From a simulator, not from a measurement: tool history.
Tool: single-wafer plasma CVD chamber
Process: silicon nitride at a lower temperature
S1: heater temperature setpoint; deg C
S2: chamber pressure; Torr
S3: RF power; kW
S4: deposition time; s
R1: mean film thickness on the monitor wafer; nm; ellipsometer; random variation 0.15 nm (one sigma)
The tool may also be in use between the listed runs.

| run | hour | S1 | S2 | S3 | S4 | R1 |
|---|---|---|---|---|---|---|
| 1 | 0 | 330 | 1.37 | 0.355 | 25.3 | 31.435 |
| 2 | 6.7 | 330 | 1.37 | 0.335 | 25.3 | 29.986 |
| 3 | 8 | 330 | 1.29 | 0.335 | 25.3 | 29.271 |
| 4 | 9.3 | 330 | 1.26 | 0.335 | 25.3 | 29.213 |
| 5 | 12.6 | 330 | 1.26 | 0.37 | 25.3 | 32.089 |
| 6 | 18.8 | 330 | 1.12 | 0.37 | 25.3 | 30.681 |
| 7 | 26.5 | 330 | 1.08 | 0.365 | 25.3 | 29.852 |
| 8 | 30.5 | 330 | 1.04 | 0.365 | 25.3 | 29.524 |
| 9 | 34.2 | 330 | 1.01 | 0.365 | 25.3 | 29.378 |
| 10 | 38.4 | 330 | 0.98 | 0.365 | 25.3 | 29.084 |
| 11 | 40.1 | 330 | 0.96 | 0.365 | 25.3 | 28.767 |

Run 12 comes next. What will it give?
| 12 | 49 | 330 | 0.94 | 0.365 | 25.3 | ? |

{"run 12": {"R1": 28.693}}
